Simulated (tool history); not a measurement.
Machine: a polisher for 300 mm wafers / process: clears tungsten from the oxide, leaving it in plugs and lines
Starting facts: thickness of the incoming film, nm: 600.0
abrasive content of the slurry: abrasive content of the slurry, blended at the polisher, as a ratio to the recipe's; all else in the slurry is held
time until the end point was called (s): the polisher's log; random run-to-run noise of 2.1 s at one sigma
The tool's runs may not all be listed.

| run | day | flow of slurry (ml/min) | pressure of the wafer on the pad (psi) | speed of the pad under the wafer (m/s) | abrasive content of the slurry | overpolish time after the end point (s) | time until the end point was called (s) |
|---|---|---|---|---|---|---|---|
| 1 | 0 | 315 | 3.6 | 0.9 | 1 | 9 | 168.76 |
| 2 | 0.025 | 315 | 3.5 | 0.9 | 1 | 9 | 166.82 |
| 3 | 0.275 | 315 | 3.5 | 0.9 | 1.05 | 9 | 166.28 |
| 4 | 0.512 | 315 | 3.5 | 0.9 | 1.1 | 9 | 164.82 |
| 5 | 0.612 | 315 | 3.5 | 0.7 | 1.1 | 9 | 211.39 |
| 6 | 0.95 | 315 | 3.4 | 0.7 | 1.1 | 9 | 211.33 |
| 7 | 1.075 | 315 | 3.3 | 0.7 | 1.1 | 9 | 213.72 |

Predict the results of run 8:
| 8 | 1.342 | 315 | 3.3 | 0.7 | 1.1 | 9 | ? |

time until the end point was called (s): 212.55

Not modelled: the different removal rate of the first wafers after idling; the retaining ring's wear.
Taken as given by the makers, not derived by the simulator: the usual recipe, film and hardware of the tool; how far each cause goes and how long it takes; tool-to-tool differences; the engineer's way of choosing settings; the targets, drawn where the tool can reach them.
